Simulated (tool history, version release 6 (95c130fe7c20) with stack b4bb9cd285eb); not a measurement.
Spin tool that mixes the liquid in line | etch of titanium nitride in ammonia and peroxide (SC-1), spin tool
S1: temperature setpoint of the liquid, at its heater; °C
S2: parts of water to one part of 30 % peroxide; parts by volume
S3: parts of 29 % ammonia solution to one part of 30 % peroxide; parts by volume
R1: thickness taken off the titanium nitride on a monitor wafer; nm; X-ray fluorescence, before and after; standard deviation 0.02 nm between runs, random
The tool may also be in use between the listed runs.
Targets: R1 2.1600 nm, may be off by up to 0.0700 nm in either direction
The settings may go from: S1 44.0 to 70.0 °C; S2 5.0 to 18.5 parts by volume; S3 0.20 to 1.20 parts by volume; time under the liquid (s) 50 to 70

{"run": 1, "hour": 0.0, "S1": 60.0, "S2": 10.5, "S3": 0.7, "time under the liquid (s)": 70, "R1": 6.8695}
{"run": 2, "hour": 4.3, "S1": 60.0, "S2": 10.5, "S3": 0.85, "time under the liquid (s)": 70, "R1": 6.9777}
{"run": 3, "hour": 12.3, "S1": 57.0, "S2": 10.5, "S3": 0.85, "time under the liquid (s)": 70, "R1": 5.6857}
{"run": 4, "hour": 18.9, "S1": 57.0, "S2": 8.5, "S3": 0.85, "time under the liquid (s)": 70, "R1": 6.3414}
{"run": 5, "hour": 27.4, "S1": 55.0, "S2": 9.0, "S3": 0.85, "time under the liquid (s)": 70, "R1": 5.5225}
{"run": 6, "hour": 34.5, "S1": 55.0, "S2": 7.0, "S3": 0.85, "time under the liquid (s)": 70, "R1": 6.1398}
{"run": 7, "hour": 41.5, "S1": 53.0, "S2": 8.0, "S3": 0.85, "time under the liquid (s)": 70, "R1": 4.9823}
{"hour": 45.0, "done": "new drum of ammonia solution connected"}
{"run": 8, "hour": 45.0, "S1": 53.0, "S2": 8.0, "S3": 0.85, "time under the liquid (s)": 70, "R1": 5.0658}
{"run": 9, "hour": 52.8, "S1": 51.5, "S2": 9.0, "S3": 0.85, "time under the liquid (s)": 70, "R1": 4.3573}
{"run": 10, "hour": 59.0, "S1": 50.5, "S2": 9.5, "S3": 0.85, "time under the liquid (s)": 70, "R1": 3.9067}

Consider the 5 candidate settings below. Which is the only one whose results all fall within their allowed miss of target?
{"run": "A", "hour": 65.2, "S1": 49.0, "S2": 10.0, "S3": 0.6, "time under the liquid (s)": 50, "R1": "?"}
{"run": "B", "hour": 65.2, "S1": 45.5, "S2": 9.0, "S3": 0.9, "time under the liquid (s)": 50, "R1": "?"}
{"run": "C", "hour": 65.2, "S1": 56.0, "S2": 10.0, "S3": 0.95, "time under the liquid (s)": 70, "R1": "?"}
{"run": "D", "hour": 65.2, "S1": 44.5, "S2": 12.0, "S3": 0.9, "time under the liquid (s)": 65, "R1": "?"}
{"run": "E", "hour": 65.2, "S1": 44.0, "S2": 8.0, "S3": 1.0, "time under the liquid (s)": 50, "R1": "?"}

move=A R1=2.3137
move=B R1=2.0324
move=C R1=5.6391
move=D R1=2.1251
move=E R1=1.9621
A: moves toward the targets from the last run without getting all of them in spec
B: carries the result that was furthest off beyond its target, to the other side
C: the biggest miss grows against the last run
D: each result inside its tolerance
E: carries the result that was furthest off beyond its target, to the other side
Answer: D

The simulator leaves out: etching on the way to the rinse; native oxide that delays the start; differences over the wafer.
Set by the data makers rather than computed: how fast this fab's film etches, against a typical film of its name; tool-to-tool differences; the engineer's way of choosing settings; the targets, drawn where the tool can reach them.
